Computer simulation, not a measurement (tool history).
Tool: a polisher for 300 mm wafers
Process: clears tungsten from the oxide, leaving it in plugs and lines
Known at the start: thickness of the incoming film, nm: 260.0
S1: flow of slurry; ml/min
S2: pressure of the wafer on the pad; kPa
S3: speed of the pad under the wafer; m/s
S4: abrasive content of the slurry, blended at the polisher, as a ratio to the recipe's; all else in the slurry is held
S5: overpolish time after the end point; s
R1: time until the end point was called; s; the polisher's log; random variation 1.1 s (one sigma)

| run | hour | S1 | S2 | S3 | S4 | S5 | R1 |
|---|---|---|---|---|---|---|---|
| 1 | 0.0 | 150 | 17.2 | 1.20 | 1.0 | 39 | 71.985 |
| 2 | 8.7 | 150 | 14.5 | 1.20 | 1.0 | 39 | 84.808 |
| 3 | 12.0 | 145 | 13.8 | 1.20 | 1.0 | 39 | 89.210 |
| 4 | 17.3 | 140 | 13.1 | 1.20 | 1.0 | 39 | 96.508 |
| 5 | 23.9 | 140 | 15.9 | 1.20 | 1.0 | 39 | 79.718 |
| 6 | 27.6 | 135 | 15.2 | 1.20 | 1.0 | 39 | 82.357 |
| 7 | 35.2 | 135 | 14.5 | 1.20 | 1.0 | 39 | 87.766 |
|  | 38.5 | head pressure recalibrated |
| 8 | 38.5 | 130 | 13.8 | 1.20 | 1.0 | 39 | 86.497 |

The next listed run, before its measurement:
| 9 | 43.9 | 140 | 13.1 | 1.20 | 1.0 | 39 | ? |

R1: 90.633 s
